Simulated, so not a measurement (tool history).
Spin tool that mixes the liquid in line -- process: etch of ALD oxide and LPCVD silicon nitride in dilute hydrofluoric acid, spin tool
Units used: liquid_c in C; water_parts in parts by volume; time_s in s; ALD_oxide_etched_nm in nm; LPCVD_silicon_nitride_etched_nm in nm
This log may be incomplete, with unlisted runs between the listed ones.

| run | hour | liquid_c | water_parts | time_s | ALD_oxide_etched_nm | LPCVD_silicon_nitride_etched_nm |
|---|---|---|---|---|---|---|
| 1 | 0.0 | 25.0 | 130 | 150 | 23.395 | 0.64598 |
| 2 | 2.8 | 26.0 | 120 | 150 | 26.896 | 0.76682 |
| 3 | 7.4 | 27.0 | 115 | 150 | 29.191 | 0.76487 |
| 4 | 14.9 | 28.0 | 110 | 150 | 32.056 | 0.95001 |
| 5 | 21.8 | 28.5 | 105 | 150 | 34.272 | 0.95326 |
| 6 | 27.1 | 28.5 | 105 | 215 | 48.719 | 1.47060 |
| 7 | 33.5 | 28.0 | 105 | 215 | 47.981 | 1.30940 |

Estimate the outcome of run 8 from the log above:
| 8 | 34.5 | 27.0 | 105 | 215 | ? | ? |

ALD_oxide_etched_nm: 46.412 nm
LPCVD_silicon_nitride_etched_nm: 1.21860 nm
